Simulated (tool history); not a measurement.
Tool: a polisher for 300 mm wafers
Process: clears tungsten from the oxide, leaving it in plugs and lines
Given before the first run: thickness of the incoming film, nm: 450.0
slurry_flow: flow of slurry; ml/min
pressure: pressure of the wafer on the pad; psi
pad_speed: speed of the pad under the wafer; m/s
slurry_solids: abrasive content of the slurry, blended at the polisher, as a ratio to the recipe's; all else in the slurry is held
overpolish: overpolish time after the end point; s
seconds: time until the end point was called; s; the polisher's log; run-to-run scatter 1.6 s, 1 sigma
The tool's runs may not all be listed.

Run 1, hour 0: slurry_flow 265 ml/min, pressure 4.5 psi, pad_speed 1.04 m/s, slurry_solids 1, overpolish 3 s. Result: seconds 66.96 s.
Run 2, hour 5.2: slurry_flow 265 ml/min, pressure 4.2 psi, pad_speed 1.04 m/s, slurry_solids 1, overpolish 3 s. Result: seconds 67.882 s.
Run 3, hour 11: slurry_flow 265 ml/min, pressure 4.2 psi, pad_speed 1.04 m/s, slurry_solids 1, overpolish 3 s. Result: seconds 69.211 s.
Run 4, hour 17.7: slurry_flow 265 ml/min, pressure 3.9 psi, pad_speed 1.02 m/s, slurry_solids 1, overpolish 3 s. Result: seconds 72.699 s.
Run 5, hour 20.1: slurry_flow 265 ml/min, pressure 3.7 psi, pad_speed 0.98 m/s, slurry_solids 1, overpolish 3 s. Result: seconds 76.659 s.
Run 6, hour 21.8: slurry_flow 265 ml/min, pressure 3.7 psi, pad_speed 0.98 m/s, slurry_solids 1, overpolish 3 s. Result: seconds 74.937 s.
Run 7, hour 29.6: slurry_flow 265 ml/min, pressure 3.5 psi, pad_speed 0.94 m/s, slurry_solids 1, overpolish 3 s. Result: seconds 80.074 s.
Run 8, hour 38.3: slurry_flow 265 ml/min, pressure 3.3 psi, pad_speed 0.9 m/s, slurry_solids 1, overpolish 3 s. Result: seconds 84.671 s.

Run 9, settings as shown, results not yet in. Your forecast:
Run 9, hour 42.5: slurry_flow 265 ml/min, pressure 3.1 psi, pad_speed 0.88 m/s, slurry_solids 1, overpolish 3 s. Result: seconds ?.

Run 9 came out at seconds 89.681 s.

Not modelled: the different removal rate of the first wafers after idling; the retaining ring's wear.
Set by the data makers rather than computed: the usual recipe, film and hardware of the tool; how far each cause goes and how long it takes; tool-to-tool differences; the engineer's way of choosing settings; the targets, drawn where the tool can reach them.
